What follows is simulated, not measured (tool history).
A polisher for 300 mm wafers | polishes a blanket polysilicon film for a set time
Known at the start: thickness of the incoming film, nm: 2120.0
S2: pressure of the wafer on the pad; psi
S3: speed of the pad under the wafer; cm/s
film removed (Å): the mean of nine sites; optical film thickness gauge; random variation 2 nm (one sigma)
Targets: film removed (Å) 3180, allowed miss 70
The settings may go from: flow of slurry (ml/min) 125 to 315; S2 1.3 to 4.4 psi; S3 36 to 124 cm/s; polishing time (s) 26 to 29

{"run": 1, "day": 0.0, "flow of slurry (ml/min)": 205, "S2": 2.8, "S3": 80, "polishing time (s)": 29, "film removed (Å)": 2307.8}
{"run": 2, "day": 0.029, "flow of slurry (ml/min)": 175, "S2": 2.8, "S3": 80, "polishing time (s)": 29, "film removed (Å)": 2274.2}
{"run": 3, "day": 0.342, "flow of slurry (ml/min)": 180, "S2": 2.9, "S3": 80, "polishing time (s)": 29, "film removed (Å)": 2348}
{"run": 4, "day": 0.683, "flow of slurry (ml/min)": 185, "S2": 3, "S3": 80, "polishing time (s)": 29, "film removed (Å)": 2402.8}
{"run": 5, "day": 0.758, "flow of slurry (ml/min)": 190, "S2": 3.1, "S3": 80, "polishing time (s)": 29, "film removed (Å)": 2471.5}
{"run": 6, "day": 1.062, "flow of slurry (ml/min)": 190, "S2": 3.2, "S3": 80, "polishing time (s)": 29, "film removed (Å)": 2545.6}
{"run": 7, "day": 1.325, "flow of slurry (ml/min)": 190, "S2": 3.3, "S3": 80, "polishing time (s)": 29, "film removed (Å)": 2584.5}
{"run": 8, "day": 1.5, "flow of slurry (ml/min)": 190, "S2": 3.4, "S3": 80, "polishing time (s)": 29, "film removed (Å)": 2665.8}
{"run": 9, "day": 1.788, "flow of slurry (ml/min)": 190, "S2": 3.5, "S3": 80, "polishing time (s)": 29, "film removed (Å)": 2747.6}
{"run": 10, "day": 1.971, "flow of slurry (ml/min)": 190, "S2": 3.6, "S3": 80, "polishing time (s)": 29, "film removed (Å)": 2802.1}
{"run": 11, "day": 2.229, "flow of slurry (ml/min)": 190, "S2": 3.6, "S3": 80, "polishing time (s)": 29, "film removed (Å)": 2778.8}
{"run": 12, "day": 2.517, "flow of slurry (ml/min)": 195, "S2": 3.7, "S3": 80, "polishing time (s)": 29, "film removed (Å)": 2876.1}

Which of these 4 next moves meets every target?
{"run": "A", "day": 2.804, "flow of slurry (ml/min)": 200, "S2": 3.6, "S3": 74, "polishing time (s)": 28, "film removed (Å)": "?"}
{"run": "B", "day": 2.804, "flow of slurry (ml/min)": 180, "S2": 3.5, "S3": 72, "polishing time (s)": 28, "film removed (Å)": "?"}
{"run": "C", "day": 2.804, "flow of slurry (ml/min)": 195, "S2": 4.1, "S3": 88, "polishing time (s)": 27, "film removed (Å)": "?"}
{"run": "D", "day": 2.804, "flow of slurry (ml/min)": 215, "S2": 3.9, "S3": 74, "polishing time (s)": 26, "film removed (Å)": "?"}

move=A film_removed_(Å)=2585.7
move=B film_removed_(Å)=2434
move=C film_removed_(Å)=3167.9
move=D film_removed_(Å)=2597.2
A: further off than the last run
B: further off than the last run
C: meets every target
D: further off than the last run
The right move is C.
